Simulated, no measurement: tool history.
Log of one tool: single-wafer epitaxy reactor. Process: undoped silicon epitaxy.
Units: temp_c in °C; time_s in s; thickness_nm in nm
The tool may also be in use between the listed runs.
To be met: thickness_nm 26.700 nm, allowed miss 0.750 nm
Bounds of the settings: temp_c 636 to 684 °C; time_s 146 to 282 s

| run | hour | temp_c | time_s | thickness_nm |
|---|---|---|---|---|
| 1 | 0.0 | 660 | 214 | 46.921 |
| 2 | 7.1 | 669 | 214 | 58.305 |
| 3 | 8.2 | 662 | 213 | 49.007 |
| 4 | 9.8 | 666 | 213 | 53.990 |
| 5 | 18.2 | 660 | 212 | 46.512 |
| 6 | 26.1 | 665 | 212 | 52.718 |
| 7 | 27.3 | 659 | 211 | 45.138 |
| 8 | 30.7 | 654 | 210 | 39.608 |
| 9 | 38.1 | 651 | 210 | 37.080 |
| 10 | 42.7 | 648 | 210 | 34.142 |
| 11 | 48.1 | 646 | 210 | 32.503 |
| 12 | 55.5 | 644 | 210 | 30.861 |
| 13 | 57.6 | 643 | 210 | 30.141 |
| 14 | 61.4 | 643 | 210 | 30.257 |
| 15 | 62.6 | 642 | 210 | 29.323 |
| 16 | 68.9 | 641 | 210 | 28.731 |
| 17 | 72.6 | 640 | 210 | 28.065 |

5 next moves are on the table. One of them brings every result within its allowed miss. Which?
| A | 76.3 | 641 | 215 | ? |
| B | 76.3 | 641 | 195 | ? |
| C | 76.3 | 637 | 198 | ? |
| D | 76.3 | 639 | 197 | ? |
| E | 76.3 | 639 | 221 | ? |

| move | thickness_nm |
|---|---|
| A | 29.522 |
| B | 26.776 |
| C | 24.541 |
| D | 25.704 |
| E | 28.835 |
A: further off than the last run
B: meets every target
C: takes the result that was furthest off past its target
D: takes the result that was furthest off past its target
E: further off than the last run
Answer: B
